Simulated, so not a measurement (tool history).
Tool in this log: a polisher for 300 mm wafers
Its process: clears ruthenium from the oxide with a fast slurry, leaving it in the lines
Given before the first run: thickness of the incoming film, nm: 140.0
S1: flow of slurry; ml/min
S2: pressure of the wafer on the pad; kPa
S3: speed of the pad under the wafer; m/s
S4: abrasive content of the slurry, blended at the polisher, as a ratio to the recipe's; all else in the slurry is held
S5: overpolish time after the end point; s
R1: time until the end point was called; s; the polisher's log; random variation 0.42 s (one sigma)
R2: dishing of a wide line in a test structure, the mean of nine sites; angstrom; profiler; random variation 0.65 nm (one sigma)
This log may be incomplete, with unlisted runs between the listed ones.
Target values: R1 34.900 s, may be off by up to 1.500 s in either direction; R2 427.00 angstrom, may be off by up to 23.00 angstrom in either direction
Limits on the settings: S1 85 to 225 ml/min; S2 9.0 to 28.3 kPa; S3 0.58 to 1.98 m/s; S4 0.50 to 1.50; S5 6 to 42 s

run,day,S1,S2,S3,S4,S5,R1,R2
1,0.000,145,18.6,1.28,1.00,21,33.832,634.29
2,0.229,145,18.6,1.28,1.00,20,33.754,598.59
3,0.421,145,18.6,1.28,0.85,20,35.409,563.22
4,0.721,145,18.6,1.50,0.85,20,30.853,641.62
5,1.054,145,18.6,1.50,0.85,19,30.908,629.89
6,1.088,145,18.6,1.50,0.85,18,30.468,597.14
7,1.292,145,18.6,1.50,0.85,17,30.798,582.60
# day 1.462: worn pad replaced by a new one
8,1.462,145,18.6,1.50,0.85,16,27.935,595.42
9,1.633,145,17.9,1.50,0.85,16,28.413,570.90
10,1.921,145,17.2,1.48,0.85,16,29.849,555.27
11,2.196,145,16.5,1.48,0.85,16,30.331,544.08

4 candidate next runs follow, results not yet known. Just one meets every target within its allowed miss. Identify it.
A,2.471,150,17.9,1.40,0.80,14,?,?
B,2.471,130,15.9,1.48,0.65,14,?,?
C,2.471,145,13.8,1.38,0.75,17,?,?
D,2.471,110,16.5,1.80,1.00,21,?,?

move,R1,R2
A,31.236,465.63
B,35.664,413.09
C,39.000,454.13
D,25.138,794.99
A: nearer than the last run, and not there yet
B: meets every target
C: nearer than the last run, and not there yet
D: further off than the last run
Correct choice: B, which meets every target
